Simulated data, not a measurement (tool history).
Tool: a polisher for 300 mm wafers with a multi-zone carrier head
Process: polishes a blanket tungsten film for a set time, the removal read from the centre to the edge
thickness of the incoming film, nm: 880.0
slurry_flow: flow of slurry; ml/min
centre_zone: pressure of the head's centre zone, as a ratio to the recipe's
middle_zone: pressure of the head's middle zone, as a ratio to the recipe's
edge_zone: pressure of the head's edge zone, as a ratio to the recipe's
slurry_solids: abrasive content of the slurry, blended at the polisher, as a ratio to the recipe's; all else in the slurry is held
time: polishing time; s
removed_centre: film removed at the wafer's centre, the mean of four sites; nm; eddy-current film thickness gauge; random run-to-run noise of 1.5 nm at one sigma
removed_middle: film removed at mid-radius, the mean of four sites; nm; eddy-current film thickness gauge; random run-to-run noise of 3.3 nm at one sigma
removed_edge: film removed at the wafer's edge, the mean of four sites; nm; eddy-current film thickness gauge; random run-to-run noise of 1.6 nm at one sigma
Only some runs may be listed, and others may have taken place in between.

{"run": 1, "day": 0.0, "slurry_flow": 270, "centre_zone": 1.0, "middle_zone": 1.0, "edge_zone": 1.0, "slurry_solids": 1.0, "time": 65, "removed_centre": 269.35, "removed_middle": 263.41, "removed_edge": 272.0}
{"run": 2, "day": 0.067, "slurry_flow": 305, "centre_zone": 1.0, "middle_zone": 1.0, "edge_zone": 1.0, "slurry_solids": 1.0, "time": 65, "removed_centre": 277.45, "removed_middle": 262.55, "removed_edge": 275.51}
{"run": 3, "day": 0.229, "slurry_flow": 255, "centre_zone": 1.0, "middle_zone": 1.0, "edge_zone": 1.0, "slurry_solids": 1.0, "time": 65, "removed_centre": 271.12, "removed_middle": 259.52, "removed_edge": 269.74}
{"run": 4, "day": 0.467, "slurry_flow": 255, "centre_zone": 0.95, "middle_zone": 1.0, "edge_zone": 1.0, "slurry_solids": 1.0, "time": 65, "removed_centre": 258.6, "removed_middle": 265.96, "removed_edge": 269.38}
{"run": 5, "day": 0.783, "slurry_flow": 255, "centre_zone": 0.95, "middle_zone": 1.0, "edge_zone": 1.0, "slurry_solids": 1.0, "time": 80, "removed_centre": 314.17, "removed_middle": 324.11, "removed_edge": 328.82}
{"run": 6, "day": 0.808, "slurry_flow": 255, "centre_zone": 0.95, "middle_zone": 1.0, "edge_zone": 1.0, "slurry_solids": 1.0, "time": 89, "removed_centre": 351.06, "removed_middle": 357.52, "removed_edge": 368.69}
{"run": 7, "day": 1.104, "slurry_flow": 245, "centre_zone": 0.95, "middle_zone": 1.01, "edge_zone": 0.94, "slurry_solids": 0.85, "time": 79, "removed_centre": 302.4, "removed_middle": 317.54, "removed_edge": 308.92}
{"run": 8, "day": 1.279, "slurry_flow": 235, "centre_zone": 0.96, "middle_zone": 1.01, "edge_zone": 0.9, "slurry_solids": 0.75, "time": 70, "removed_centre": 262.62, "removed_middle": 272.03, "removed_edge": 261.25}
{"run": 9, "day": 1.517, "slurry_flow": 230, "centre_zone": 0.96, "middle_zone": 1.02, "edge_zone": 0.87, "slurry_solids": 0.65, "time": 66, "removed_centre": 240.4, "removed_middle": 248.29, "removed_edge": 235.63}
{"run": 10, "day": 1.8, "slurry_flow": 225, "centre_zone": 0.96, "middle_zone": 1.03, "edge_zone": 0.85, "slurry_solids": 0.6, "time": 64, "removed_centre": 233.96, "removed_middle": 240.9, "removed_edge": 222.82}
{"run": 11, "day": 1.825, "slurry_flow": 220, "centre_zone": 0.95, "middle_zone": 1.04, "edge_zone": 0.84, "slurry_solids": 0.55, "time": 63, "removed_centre": 220.99, "removed_middle": 225.81, "removed_edge": 214.71}
{"run": 12, "day": 1.9, "slurry_flow": 215, "centre_zone": 0.95, "middle_zone": 1.07, "edge_zone": 0.83, "slurry_solids": 0.55, "time": 62, "removed_centre": 217.8, "removed_middle": 227.95, "removed_edge": 207.03}
{"run": 13, "day": 2.012, "slurry_flow": 205, "centre_zone": 0.94, "middle_zone": 1.08, "edge_zone": 0.82, "slurry_solids": 0.55, "time": 62, "removed_centre": 211.69, "removed_middle": 232.49, "removed_edge": 207.21}

Run 14 has not been measured yet. What should we expect?
{"run": 14, "day": 2.129, "slurry_flow": 205, "centre_zone": 0.94, "middle_zone": 1.08, "edge_zone": 0.82, "slurry_solids": 0.55, "time": 62, "removed_centre": "?", "removed_middle": "?", "removed_edge": "?"}

Run 14 measured removed_centre 213.06 nm, removed_middle 232.77 nm, removed_edge 208.80 nm.
